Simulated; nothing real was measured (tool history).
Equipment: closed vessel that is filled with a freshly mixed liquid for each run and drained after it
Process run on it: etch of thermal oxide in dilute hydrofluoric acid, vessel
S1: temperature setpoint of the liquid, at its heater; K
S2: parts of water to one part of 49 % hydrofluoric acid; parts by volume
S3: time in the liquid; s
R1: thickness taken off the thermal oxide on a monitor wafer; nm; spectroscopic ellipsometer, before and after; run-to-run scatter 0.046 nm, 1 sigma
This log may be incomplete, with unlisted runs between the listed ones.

run	day	S1	S2	S3	R1
1	0.000	297.15	80	115	7.0652
2	0.292	296.15	80	115	6.7410
3	0.367	295.15	80	115	6.5553
4	0.692	295.15	80	115	6.5747
5	0.967	295.15	80	65	3.6420
6	1.100	295.65	80	65	3.7581

Run 7 comes next. What will it give?
7	1.379	295.65	80	65	?

Run 7 gave R1 3.7450 nm.
